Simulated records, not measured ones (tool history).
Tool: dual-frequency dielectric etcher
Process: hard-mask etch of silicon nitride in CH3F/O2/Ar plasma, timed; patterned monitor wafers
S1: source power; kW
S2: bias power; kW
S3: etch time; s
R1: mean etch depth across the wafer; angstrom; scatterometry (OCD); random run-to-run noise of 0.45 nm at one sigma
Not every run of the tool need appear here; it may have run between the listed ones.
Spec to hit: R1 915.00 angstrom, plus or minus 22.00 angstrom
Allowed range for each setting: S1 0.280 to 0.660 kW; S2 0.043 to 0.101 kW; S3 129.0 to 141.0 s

Run 1, hour 0.0: S1 0.470 kW, S2 0.072 kW, S3 141.0 s. Result: R1 1038.10 angstrom.
Run 2, hour 4.8: S1 0.440 kW, S2 0.071 kW, S3 140.5 s. Result: R1 1004.30 angstrom.
Run 3, hour 8.7: S1 0.420 kW, S2 0.070 kW, S3 140.5 s. Result: R1 983.34 angstrom.
Run 4, hour 13.5: S1 0.400 kW, S2 0.069 kW, S3 140.5 s. Result: R1 969.88 angstrom.
Run 5, hour 14.8: S1 0.440 kW, S2 0.069 kW, S3 140.5 s. Result: R1 994.40 angstrom.
Run 6, hour 23.7: S1 0.420 kW, S2 0.068 kW, S3 140.5 s. Result: R1 977.95 angstrom.
Run 7, hour 27.3: S1 0.400 kW, S2 0.067 kW, S3 140.5 s. Result: R1 956.19 angstrom.
Run 8, hour 31.4: S1 0.390 kW, S2 0.067 kW, S3 140.5 s. Result: R1 943.00 angstrom.
Run 9, hour 39.5: S1 0.380 kW, S2 0.067 kW, S3 140.5 s. Result: R1 942.18 angstrom.
Run 10, hour 45.6: S1 0.380 kW, S2 0.067 kW, S3 140.5 s. Result: R1 935.82 angstrom.

Exercise: of the 4 proposed moves below, exactly one satisfies all targets within the stated allowed misses. Which move is it?
Run A, hour 51.7: S1 0.370 kW, S2 0.072 kW, S3 141.0 s. Result: R1 ?.
Run B, hour 51.7: S1 0.390 kW, S2 0.068 kW, S3 134.5 s. Result: R1 ?.
Run C, hour 51.7: S1 0.420 kW, S2 0.067 kW, S3 138.5 s. Result: R1 ?.
Run D, hour 51.7: S1 0.390 kW, S2 0.077 kW, S3 135.0 s. Result: R1 ?.

move      R1
   A  963.95
   B  912.24
   C  954.53
   D  963.23
A: further off than the last run
B: each result inside its tolerance
C: further off than the last run
D: further off than the last run
The right move is B.
